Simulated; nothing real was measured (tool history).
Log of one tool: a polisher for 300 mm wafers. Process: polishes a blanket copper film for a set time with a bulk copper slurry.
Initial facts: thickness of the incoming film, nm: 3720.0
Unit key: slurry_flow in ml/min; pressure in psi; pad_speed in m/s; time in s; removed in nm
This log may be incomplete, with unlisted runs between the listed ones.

| run | hour | slurry_flow | pressure | pad_speed | slurry_solids | time | removed |
|---|---|---|---|---|---|---|---|
| 1 | 0 | 315 | 3.3 | 1.18 | 1 | 23 | 274.99 |
| 2 | 5.1 | 315 | 3.1 | 1.18 | 1 | 23 | 262.57 |
| 3 | 8.2 | 315 | 3.1 | 1.18 | 1 | 21 | 242.54 |
| 4 | 16.2 | 315 | 3 | 1.18 | 1 | 21 | 228.48 |
| 5 | 25.1 | 240 | 3 | 1.18 | 1 | 21 | 217.95 |
| 6 | 32.3 | 235 | 2.9 | 1.18 | 1 | 21 | 209.03 |
| 7 | 36.7 | 230 | 2.9 | 1.18 | 1 | 21 | 209.45 |

Predict the results of run 8:
| 8 | 44.2 | 230 | 2.8 | 1.18 | 1 | 21 | ? |

removed: 205.69 nm
